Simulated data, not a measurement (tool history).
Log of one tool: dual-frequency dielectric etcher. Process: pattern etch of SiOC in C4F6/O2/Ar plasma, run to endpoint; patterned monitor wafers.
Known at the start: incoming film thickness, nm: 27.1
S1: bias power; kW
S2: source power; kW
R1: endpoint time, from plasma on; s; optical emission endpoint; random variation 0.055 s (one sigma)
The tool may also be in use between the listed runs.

run	day	S1	S2	R1
1	0.000	0.589	0.420	8.2329
2	0.046	0.635	0.420	8.0838
3	0.208	0.532	0.420	8.5955
4	0.433	0.459	0.420	8.9273
5	0.808	0.459	0.390	9.2955
6	0.988	0.533	0.410	8.6650
7	1.129	0.585	0.420	8.2973
8	1.362	0.622	0.430	8.0619
9	1.654	0.651	0.440	7.7760

The next listed run, before its measurement:
10	1.946	0.667	0.440	?

Run 10 gave R1 7.7902 s.
